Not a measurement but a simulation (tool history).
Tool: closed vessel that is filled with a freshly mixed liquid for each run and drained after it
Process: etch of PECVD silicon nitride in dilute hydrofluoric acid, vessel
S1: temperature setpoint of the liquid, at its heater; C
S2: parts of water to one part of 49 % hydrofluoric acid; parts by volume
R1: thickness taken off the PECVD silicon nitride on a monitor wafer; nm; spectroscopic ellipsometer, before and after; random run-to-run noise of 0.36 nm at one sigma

Run 1, day 0: S1 25 C, S2 95 parts by volume, time in the liquid (s) 565. Result: R1 18.573 nm.
Run 2, day 0.275: S1 27.5 C, S2 85 parts by volume, time in the liquid (s) 565. Result: R1 24.424 nm.
Run 3, day 0.65: S1 25 C, S2 85 parts by volume, time in the liquid (s) 565. Result: R1 20.538 nm.
Run 4, day 0.717: S1 22.5 C, S2 85 parts by volume, time in the liquid (s) 565. Result: R1 17.358 nm.
Run 5, day 0.808: S1 24.5 C, S2 85 parts by volume, time in the liquid (s) 565. Result: R1 20.114 nm.
Run 6, day 0.962: S1 23 C, S2 85 parts by volume, time in the liquid (s) 565. Result: R1 18.605 nm.

Predict the results of run 7:
Run 7, day 1.317: S1 27 C, S2 60 parts by volume, time in the liquid (s) 565. Result: R1 ?.

R1: 34.11 nm

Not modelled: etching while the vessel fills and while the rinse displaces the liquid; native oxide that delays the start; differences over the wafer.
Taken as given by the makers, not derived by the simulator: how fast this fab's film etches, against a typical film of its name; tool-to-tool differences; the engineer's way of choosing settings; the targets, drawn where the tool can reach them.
